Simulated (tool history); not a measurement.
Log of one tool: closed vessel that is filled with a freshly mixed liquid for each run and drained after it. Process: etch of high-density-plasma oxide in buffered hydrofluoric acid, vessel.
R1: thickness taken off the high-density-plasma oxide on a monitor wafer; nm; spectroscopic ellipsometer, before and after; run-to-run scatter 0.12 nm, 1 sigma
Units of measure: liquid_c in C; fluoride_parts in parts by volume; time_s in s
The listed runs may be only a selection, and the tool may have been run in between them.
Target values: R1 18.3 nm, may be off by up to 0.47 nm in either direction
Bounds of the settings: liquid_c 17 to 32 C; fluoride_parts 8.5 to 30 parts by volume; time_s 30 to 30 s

run 1 hour=0 | liquid_c=25 fluoride_parts=23.5 time_s=30 | R1=30.236
run 2 hour=5.7 | liquid_c=26.5 fluoride_parts=23.5 time_s=30 | R1=32.549
run 3 hour=7.5 | liquid_c=29.5 fluoride_parts=23.5 time_s=30 | R1=38.371
run 4 hour=12.9 | liquid_c=28 fluoride_parts=23.5 time_s=30 | R1=35.297
run 5 hour=17.2 | liquid_c=26 fluoride_parts=24 time_s=30 | R1=31.254
run 6 hour=23.6 | liquid_c=22.5 fluoride_parts=24 time_s=30 | R1=26.052
run 7 hour=28 | liquid_c=21.5 fluoride_parts=24.5 time_s=30 | R1=24.04
run 8 hour=28.6 | liquid_c=21 fluoride_parts=24.5 time_s=30 | R1=23.553
run 9 hour=33.8 | liquid_c=20.5 fluoride_parts=24.5 time_s=30 | R1=23.19
run 10 hour=41.7 | liquid_c=20 fluoride_parts=25 time_s=30 | R1=21.661
run 11 hour=47.8 | liquid_c=19.5 fluoride_parts=25 time_s=30 | R1=21.045
run 12 hour=53.8 | liquid_c=19 fluoride_parts=25 time_s=30 | R1=20.752

Of the 5 settings listed for the next run, only one would bring every result within its allowed miss of target. Which one?
run A hour=59.8 | liquid_c=20.5 fluoride_parts=23 time_s=30 | R1=?
run B hour=59.8 | liquid_c=20.5 fluoride_parts=22.5 time_s=30 | R1=?
run C hour=59.8 | liquid_c=17 fluoride_parts=27.5 time_s=30 | R1=?
run D hour=59.8 | liquid_c=23.5 fluoride_parts=28 time_s=30 | R1=?
run E hour=59.8 | liquid_c=19 fluoride_parts=30 time_s=30 | R1=?

move=A R1=24.104
move=B R1=24.472
move=C R1=17.465
move=D R1=24.864
move=E R1=18.431
A: moves away from the targets compared with the last run
B: moves away from the targets compared with the last run
C: carries the result that was furthest off beyond its target, to the other side
D: moves away from the targets compared with the last run
E: hits every target within its allowed miss
The move that meets every target is E.

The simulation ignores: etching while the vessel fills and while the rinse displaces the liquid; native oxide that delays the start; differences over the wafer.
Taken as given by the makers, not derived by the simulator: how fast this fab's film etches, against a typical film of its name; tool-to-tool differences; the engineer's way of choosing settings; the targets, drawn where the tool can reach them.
